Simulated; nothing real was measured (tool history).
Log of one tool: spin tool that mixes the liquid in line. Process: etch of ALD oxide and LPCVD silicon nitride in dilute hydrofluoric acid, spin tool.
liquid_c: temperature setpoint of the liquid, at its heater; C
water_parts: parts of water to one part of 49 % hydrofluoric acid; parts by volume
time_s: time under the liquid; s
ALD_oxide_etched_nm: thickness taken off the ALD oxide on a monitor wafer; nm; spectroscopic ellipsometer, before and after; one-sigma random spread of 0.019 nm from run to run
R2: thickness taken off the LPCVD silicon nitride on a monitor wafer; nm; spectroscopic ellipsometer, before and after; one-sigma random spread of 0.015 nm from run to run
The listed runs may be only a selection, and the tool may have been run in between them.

{"run": 1, "hour": 0.0, "liquid_c": 24, "water_parts": 75, "time_s": 30, "ALD_oxide_etched_nm": 5.3088, "R2": 0.21841}
{"run": 2, "hour": 6.6, "liquid_c": 24, "water_parts": 55, "time_s": 30, "ALD_oxide_etched_nm": 7.5154, "R2": 0.31344}
{"run": 3, "hour": 15.0, "liquid_c": 24, "water_parts": 70, "time_s": 30, "ALD_oxide_etched_nm": 5.7922, "R2": 0.24419}
{"run": 4, "hour": 17.4, "liquid_c": 24, "water_parts": 45, "time_s": 30, "ALD_oxide_etched_nm": 9.1403, "R2": 0.4027}
{"run": 5, "hour": 21.5, "liquid_c": 24, "water_parts": 45, "time_s": 40, "ALD_oxide_etched_nm": 12.355, "R2": 0.51142}
{"run": 6, "hour": 22.5, "liquid_c": 24, "water_parts": 20, "time_s": 40, "ALD_oxide_etched_nm": 29, "R2": 1.1265}
{"run": 7, "hour": 24.9, "liquid_c": 24, "water_parts": 20, "time_s": 40, "ALD_oxide_etched_nm": 28.68, "R2": 0.91538}
{"run": 8, "hour": 31.8, "liquid_c": 23.5, "water_parts": 25, "time_s": 40, "ALD_oxide_etched_nm": 22.401, "R2": 0.94806}
{"run": 9, "hour": 39.2, "liquid_c": 23, "water_parts": 30, "time_s": 40, "ALD_oxide_etched_nm": 18.18, "R2": 0.65475}
{"run": 10, "hour": 40.2, "liquid_c": 22.5, "water_parts": 35, "time_s": 40, "ALD_oxide_etched_nm": 15.267, "R2": 0.54873}
{"run": 11, "hour": 42.3, "liquid_c": 22, "water_parts": 40, "time_s": 40, "ALD_oxide_etched_nm": 12.745, "R2": 0.45911}
{"run": 12, "hour": 43.1, "liquid_c": 21.5, "water_parts": 45, "time_s": 40, "ALD_oxide_etched_nm": 11.223, "R2": 0.4088}
{"run": 13, "hour": 49.3, "liquid_c": 21, "water_parts": 50, "time_s": 40, "ALD_oxide_etched_nm": 9.6154, "R2": 0.36066}
{"run": 14, "hour": 51.1, "liquid_c": 20.5, "water_parts": 55, "time_s": 40, "ALD_oxide_etched_nm": 8.7073, "R2": 0.30876}
{"run": 15, "hour": 51.7, "liquid_c": 20, "water_parts": 60, "time_s": 40, "ALD_oxide_etched_nm": 7.7999, "R2": 0.25312}
{"run": 16, "hour": 56.4, "liquid_c": 20, "water_parts": 65, "time_s": 40, "ALD_oxide_etched_nm": 7.0341, "R2": 0.25514}
{"run": 17, "hour": 62.6, "liquid_c": 20, "water_parts": 70, "time_s": 40, "ALD_oxide_etched_nm": 6.5485, "R2": 0.20141}
{"run": 18, "hour": 69.9, "liquid_c": 20, "water_parts": 75, "time_s": 40, "ALD_oxide_etched_nm": 6.0124, "R2": 0.2282}
{"run": 19, "hour": 76.0, "liquid_c": 19.5, "water_parts": 80, "time_s": 40, "ALD_oxide_etched_nm": 5.5472, "R2": 0.18005}
{"run": 20, "hour": 82.3, "liquid_c": 19.5, "water_parts": 85, "time_s": 40, "ALD_oxide_etched_nm": 5.1794, "R2": 0.18351}
{"run": 21, "hour": 84.3, "liquid_c": 19.5, "water_parts": 90, "time_s": 40, "ALD_oxide_etched_nm": 4.8693, "R2": 0.19258}
{"run": 22, "hour": 89.7, "liquid_c": 19.5, "water_parts": 95, "time_s": 40, "ALD_oxide_etched_nm": 4.6083, "R2": 0.15097}

Estimate the outcome of run 23 from the log above:
{"run": 23, "hour": 95.8, "liquid_c": 18.5, "water_parts": 110, "time_s": 40, "ALD_oxide_etched_nm": "?", "R2": "?"}

ALD_oxide_etched_nm: 3.7722 nm
R2: 0.13876 nm
